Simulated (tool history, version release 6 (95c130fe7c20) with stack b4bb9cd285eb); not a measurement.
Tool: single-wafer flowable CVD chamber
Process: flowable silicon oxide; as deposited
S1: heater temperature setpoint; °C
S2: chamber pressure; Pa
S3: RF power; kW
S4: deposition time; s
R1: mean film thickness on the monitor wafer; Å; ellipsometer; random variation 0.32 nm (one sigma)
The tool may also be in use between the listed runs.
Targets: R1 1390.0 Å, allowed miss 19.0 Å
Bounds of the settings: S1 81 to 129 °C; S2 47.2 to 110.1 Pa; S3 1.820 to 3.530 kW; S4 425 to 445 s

run 1 hour=0.0 | S1=105 S2=78.7 S3=2.675 S4=445 | R1=1642.5
run 2 hour=2.1 | S1=109 S2=78.7 S3=2.675 S4=445 | R1=1448.8
run 3 hour=10.4 | S1=101 S2=78.7 S3=2.675 S4=445 | R1=1865.7
run 4 hour=18.5 | S1=102 S2=78.7 S3=2.675 S4=445 | R1=1806.2
run 5 hour=25.2 | S1=103 S2=78.7 S3=2.675 S4=445 | R1=1746.3
run 6 hour=30.2 | S1=103 S2=88.5 S3=2.675 S4=445 | R1=1967.0
run 7 hour=35.1 | S1=104 S2=88.5 S3=2.675 S4=445 | R1=1891.5
run 8 hour=37.2 | S1=105 S2=88.5 S3=2.675 S4=445 | R1=1838.3
run 9 hour=41.1 | S1=115 S2=88.4 S3=2.675 S4=445 | R1=1354.1

Which of these 4 next moves meets every target?
run A hour=45.0 | S1=115 S2=92.7 S3=2.690 S4=425 | R1=?
run B hour=45.0 | S1=116 S2=92.3 S3=3.025 S4=445 | R1=?
run C hour=45.0 | S1=115 S2=90.5 S3=2.650 S4=432 | R1=?
run D hour=45.0 | S1=114 S2=86.8 S3=3.170 S4=426 | R1=?

move=A R1=1352.3
move=B R1=1381.7
move=C R1=1342.1
move=D R1=1327.3
A: further off than the last run
B: meets every target
C: further off than the last run
D: further off than the last run
Answer: B
